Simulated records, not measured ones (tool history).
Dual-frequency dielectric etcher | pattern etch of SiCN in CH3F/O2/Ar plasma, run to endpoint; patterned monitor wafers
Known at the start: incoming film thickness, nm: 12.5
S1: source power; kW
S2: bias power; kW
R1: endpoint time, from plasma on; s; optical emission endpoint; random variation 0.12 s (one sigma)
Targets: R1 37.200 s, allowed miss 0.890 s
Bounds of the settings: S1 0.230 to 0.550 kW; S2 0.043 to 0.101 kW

{"run": 1, "hour": 0.0, "S1": 0.39, "S2": 0.072, "R1": 31.871}
{"run": 2, "hour": 3.9, "S1": 0.35, "S2": 0.07, "R1": 34.073}
{"run": 3, "hour": 12.5, "S1": 0.35, "S2": 0.064, "R1": 35.306}
{"run": 4, "hour": 14.6, "S1": 0.34, "S2": 0.064, "R1": 35.876}
{"run": 5, "hour": 15.7, "S1": 0.41, "S2": 0.064, "R1": 32.784}
{"run": 6, "hour": 20.8, "S1": 0.41, "S2": 0.056, "R1": 34.759}
{"run": 7, "hour": 24.2, "S1": 0.39, "S2": 0.055, "R1": 35.71}
{"run": 8, "hour": 29.2, "S1": 0.38, "S2": 0.055, "R1": 36.192}
{"run": 9, "hour": 35.2, "S1": 0.38, "S2": 0.055, "R1": 36.243}

Which of these 4 next moves meets every target?
{"run": "A", "hour": 41.2, "S1": 0.34, "S2": 0.05, "R1": "?"}
{"run": "B", "hour": 41.2, "S1": 0.42, "S2": 0.053, "R1": "?"}
{"run": "C", "hour": 41.2, "S1": 0.32, "S2": 0.062, "R1": "?"}
{"run": "D", "hour": 41.2, "S1": 0.3, "S2": 0.062, "R1": "?"}

move=A R1=39.697
move=B R1=34.896
move=C R1=37.350
move=D R1=38.608
A: takes the result that was furthest off past its target
B: further off than the last run
C: meets every target
D: takes the result that was furthest off past its target
Answer: C

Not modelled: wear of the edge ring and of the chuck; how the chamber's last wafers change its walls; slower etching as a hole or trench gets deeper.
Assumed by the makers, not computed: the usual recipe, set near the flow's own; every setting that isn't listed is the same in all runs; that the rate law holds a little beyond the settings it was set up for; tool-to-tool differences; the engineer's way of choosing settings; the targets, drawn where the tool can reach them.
